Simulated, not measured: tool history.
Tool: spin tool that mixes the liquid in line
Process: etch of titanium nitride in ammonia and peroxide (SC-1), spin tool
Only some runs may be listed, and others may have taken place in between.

| run | hour | temperature setpoint of the liquid (K) | parts of water to one part of 30 % peroxide (parts by volume) | parts of 29 % ammonia solution to one part of 30 % peroxide (parts by volume) | time under the liquid (s) | thickness taken off the titanium nitride on a monitor wafer (Å) |
|---|---|---|---|---|---|---|
| 1 | 0 | 325.15 | 14 | 0.45 | 70 | 22.814 |
| 2 | 6.1 | 324.15 | 14 | 0.45 | 70 | 21.62 |
| 3 | 8.2 | 323.65 | 14 | 0.45 | 70 | 20.721 |
| 4 | 16.9 | 323.65 | 14 | 0.45 | 70 | 20.553 |
| 5 | 21.6 | 329.65 | 14 | 0.45 | 70 | 30.792 |
| 6 | 30.3 | 328.15 | 14 | 0.45 | 70 | 28.164 |

Run 7 comes next. What will it give?
| 7 | 36.4 | 327.15 | 14 | 0.45 | 70 | ? |

Run 7 yielded thickness taken off the titanium nitride on a monitor wafer (Å) 26.5.
